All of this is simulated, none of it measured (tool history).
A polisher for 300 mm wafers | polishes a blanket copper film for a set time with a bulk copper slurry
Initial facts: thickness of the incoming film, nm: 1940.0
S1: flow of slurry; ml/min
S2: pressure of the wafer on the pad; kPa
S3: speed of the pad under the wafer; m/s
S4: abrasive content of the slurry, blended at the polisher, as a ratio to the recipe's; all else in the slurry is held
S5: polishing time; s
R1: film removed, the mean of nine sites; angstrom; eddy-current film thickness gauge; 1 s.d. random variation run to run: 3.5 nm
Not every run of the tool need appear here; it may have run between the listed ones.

| run | day | S1 | S2 | S3 | S4 | S5 | R1 |
|---|---|---|---|---|---|---|---|
| 1 | 0.000 | 200 | 22.1 | 0.96 | 1.00 | 44 | 4471.4 |
| 2 | 0.329 | 200 | 22.1 | 0.86 | 1.00 | 44 | 4094.7 |
| 3 | 0.425 | 200 | 22.1 | 0.86 | 1.15 | 44 | 4306.2 |
| 4 | 0.525 | 200 | 22.1 | 0.86 | 1.15 | 39 | 3850.3 |
| 5 | 0.771 | 200 | 22.1 | 0.86 | 1.15 | 39 | 3797.9 |
| 6 | 0.904 | 200 | 22.1 | 0.96 | 1.15 | 39 | 4252.5 |

Predict the results of run 7:
| 7 | 1.054 | 200 | 19.3 | 0.94 | 1.15 | 39 | ? |

R1: 3761.2 angstrom
